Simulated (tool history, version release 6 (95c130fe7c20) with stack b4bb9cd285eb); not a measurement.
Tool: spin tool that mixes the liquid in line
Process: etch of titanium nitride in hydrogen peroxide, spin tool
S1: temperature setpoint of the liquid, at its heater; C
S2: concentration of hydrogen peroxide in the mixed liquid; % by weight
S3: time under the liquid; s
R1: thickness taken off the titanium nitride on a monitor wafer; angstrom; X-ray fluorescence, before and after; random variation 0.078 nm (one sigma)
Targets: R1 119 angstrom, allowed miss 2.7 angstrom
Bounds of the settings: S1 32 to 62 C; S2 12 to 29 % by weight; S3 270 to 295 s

| run | hour | S1 | S2 | S3 | R1 |
|---|---|---|---|---|---|
| 1 | 0 | 46 | 19.5 | 270 | 63.046 |
| 2 | 6.8 | 46 | 19.5 | 295 | 69.607 |
| 3 | 11.8 | 48 | 19.5 | 295 | 80.458 |
| 4 | 15.6 | 48 | 17 | 295 | 78.049 |
| 5 | 18.1 | 48 | 17 | 295 | 78.361 |
| 6 | 23.2 | 48 | 21 | 295 | 82.502 |
| 7 | 25.5 | 54 | 21 | 295 | 126.4 |
| 8 | 29.2 | 53.5 | 21 | 295 | 122.66 |

5 next moves are on the table. One of them brings every result within its allowed miss. Which?
| A | 32.9 | 55 | 15.5 | 295 | ? |
| B | 32.9 | 53.5 | 23 | 285 | ? |
| C | 32.9 | 54 | 20 | 295 | ? |
| D | 32.9 | 54 | 24.5 | 290 | ? |
| E | 32.9 | 54 | 21 | 295 | ? |

| move | R1 |
|---|---|
| A | 128.12 |
| B | 121.17 |
| C | 126.08 |
| D | 129.49 |
| E | 127.4 |
A: further off than the last run
B: meets every target
C: further off than the last run
D: further off than the last run
E: further off than the last run
Answer: B
